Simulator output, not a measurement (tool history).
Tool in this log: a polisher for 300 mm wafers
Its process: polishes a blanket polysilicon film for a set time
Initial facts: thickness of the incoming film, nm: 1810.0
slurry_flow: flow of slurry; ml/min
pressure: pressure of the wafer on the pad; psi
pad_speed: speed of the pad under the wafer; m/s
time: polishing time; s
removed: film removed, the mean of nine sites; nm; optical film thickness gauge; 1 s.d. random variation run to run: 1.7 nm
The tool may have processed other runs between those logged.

run  hour  slurry_flow  pressure  pad_speed  time  removed
  1     0          305       2.5       1.14    37   335.67
  2   2.7          305       2.5       1.14    33   300.48
  3   8.1          305       3.1       1.14    33   367.27
  4  10.2          305       2.8       1.06    33   304.25
  5  18.4          305       2.8       1.06    37   339.08
  6  19.9          305       3.3       1.06    37   402.12
  7  21.3          305         3          1    37   351.52
  8    23          305       2.8       0.94    37   308.28
  9  28.6          305       2.6       0.88    37   274.68
 10  37.6          305       2.4       0.84    37   238.45
 11  38.9          305       1.7       0.74    37    157.6

For run 12, what comes out?
 12  43.4          305       1.6       0.74    37        ?

Logged for run 12: removed 155.29 nm.
